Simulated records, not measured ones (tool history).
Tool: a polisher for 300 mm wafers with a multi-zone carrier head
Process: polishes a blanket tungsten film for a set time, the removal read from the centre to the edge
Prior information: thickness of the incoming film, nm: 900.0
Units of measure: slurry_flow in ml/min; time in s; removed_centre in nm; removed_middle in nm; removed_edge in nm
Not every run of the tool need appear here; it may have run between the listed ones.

run,hour,slurry_flow,centre_zone,middle_zone,edge_zone,slurry_solids,time,removed_centre,removed_middle,removed_edge
1,0,240,1,1,1,1,52,359.27,358.02,346.41
2,5.5,245,1,1.04,1.03,1.15,53,376.17,391.16,366.52
3,11.2,245,0.94,1.04,1.03,1.15,53,351.78,392.2,367.39
4,13.6,250,0.95,1.06,1.05,1.25,54,368.04,412.23,391.48
5,22.6,260,0.97,1.09,1.06,1.3,54,380.28,432.84,398.24
6,28.1,270,0.99,1.11,1.08,1.35,54,398.56,441.83,410.02
7,35,275,1,1.13,1.09,1.4,54,399.29,457.96,408.83
8,36.9,275,1,1.13,1.09,1.4,54,400.08,458.1,422.2
9,43.3,280,1.01,1.14,1.09,1.4,54,408.01,457.76,413.95
10,52.1,285,1.01,1.15,1.1,1.45,54,423,468.67,422.44
11,59,285,1.01,1.15,1.1,1.45,54,410.71,471,408.75
12,66.5,280,1.01,1.15,1.11,1.45,55,419.62,470.08,431.29

What will run 13 give?
13,70.3,280,1.01,1.15,1.11,1.45,55,?,?,?

{"run 13": {"removed_centre": 421.92, "removed_middle": 473.55, "removed_edge": 430.75}}
